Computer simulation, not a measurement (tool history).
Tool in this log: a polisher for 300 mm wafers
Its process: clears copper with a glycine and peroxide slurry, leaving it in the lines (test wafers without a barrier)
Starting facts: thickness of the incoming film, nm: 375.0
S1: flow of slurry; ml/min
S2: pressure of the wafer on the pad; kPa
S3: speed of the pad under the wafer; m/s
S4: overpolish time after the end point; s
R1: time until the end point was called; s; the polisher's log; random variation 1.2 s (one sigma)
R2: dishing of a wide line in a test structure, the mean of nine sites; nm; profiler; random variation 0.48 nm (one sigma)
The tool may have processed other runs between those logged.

Run 1, day 0.000: S1 140 ml/min, S2 16.5 kPa, S3 0.84 m/s, S4 13 s. Result: R1 83.053 s, R2 40.386 nm.
Run 2, day 0.192: S1 140 ml/min, S2 19.3 kPa, S3 0.84 m/s, S4 13 s. Result: R1 74.133 s, R2 46.570 nm.
Run 3, day 0.296: S1 135 ml/min, S2 17.2 kPa, S3 0.82 m/s, S4 14 s. Result: R1 83.916 s, R2 43.615 nm.
Run 4, day 0.350: S1 135 ml/min, S2 17.2 kPa, S3 0.82 m/s, S4 19 s. Result: R1 84.726 s, R2 57.126 nm.
Run 5, day 0.483: S1 135 ml/min, S2 20.7 kPa, S3 0.82 m/s, S4 19 s. Result: R1 71.884 s, R2 64.232 nm.
Run 6, day 0.725: S1 135 ml/min, S2 17.9 kPa, S3 0.80 m/s, S4 17 s. Result: R1 82.781 s, R2 52.493 nm.
Run 7, day 1.038: S1 135 ml/min, S2 13.8 kPa, S3 0.76 m/s, S4 12 s. Result: R1 104.710 s, R2 31.458 nm.

What will run 8 give?
Run 8, day 1.221: S1 130 ml/min, S2 13.8 kPa, S3 0.76 m/s, S4 13 s. Result: R1 ?, R2 ?.

{"run 8": {"R1": 104.75, "R2": 33.49}}
